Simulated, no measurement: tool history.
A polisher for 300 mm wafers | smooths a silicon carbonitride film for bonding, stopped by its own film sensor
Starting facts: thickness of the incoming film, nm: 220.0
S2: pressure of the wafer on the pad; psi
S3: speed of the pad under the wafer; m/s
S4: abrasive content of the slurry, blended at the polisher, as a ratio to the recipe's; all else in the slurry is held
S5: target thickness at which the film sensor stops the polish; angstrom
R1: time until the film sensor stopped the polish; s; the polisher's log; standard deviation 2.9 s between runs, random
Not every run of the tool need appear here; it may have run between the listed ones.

run 1 hour=0.0 | flow_of_slurry_(ml/min)=255 S2=2.2 S3=0.68 S4=1.0 S5=2010 | R1=82.853
run 2 hour=3.4 | flow_of_slurry_(ml/min)=255 S2=2.1 S3=0.66 S4=1.0 S5=2010 | R1=89.446
run 3 hour=11.8 | flow_of_slurry_(ml/min)=255 S2=2.0 S3=0.64 S4=1.0 S5=2010 | R1=94.577
run 4 hour=13.2 | flow_of_slurry_(ml/min)=255 S2=1.9 S3=0.62 S4=1.0 S5=2010 | R1=102.850
run 5 hour=17.0 | flow_of_slurry_(ml/min)=255 S2=1.9 S3=0.62 S4=1.0 S5=2010 | R1=101.720
run 6 hour=21.8 | flow_of_slurry_(ml/min)=255 S2=1.9 S3=0.48 S4=1.0 S5=2010 | R1=126.560
run 7 hour=28.8 | flow_of_slurry_(ml/min)=255 S2=1.8 S3=0.48 S4=1.0 S5=2010 | R1=132.570
run 8 hour=34.4 | flow_of_slurry_(ml/min)=255 S2=1.7 S3=0.48 S4=1.0 S5=2010 | R1=133.350
run 9 hour=40.4 | flow_of_slurry_(ml/min)=255 S2=1.6 S3=0.48 S4=1.0 S5=2010 | R1=147.530

What does the tool deliver on the next run?
run 10 hour=43.6 | flow_of_slurry_(ml/min)=255 S2=1.5 S3=0.48 S4=1.0 S5=2010 | R1=?

R1: 152.750 s
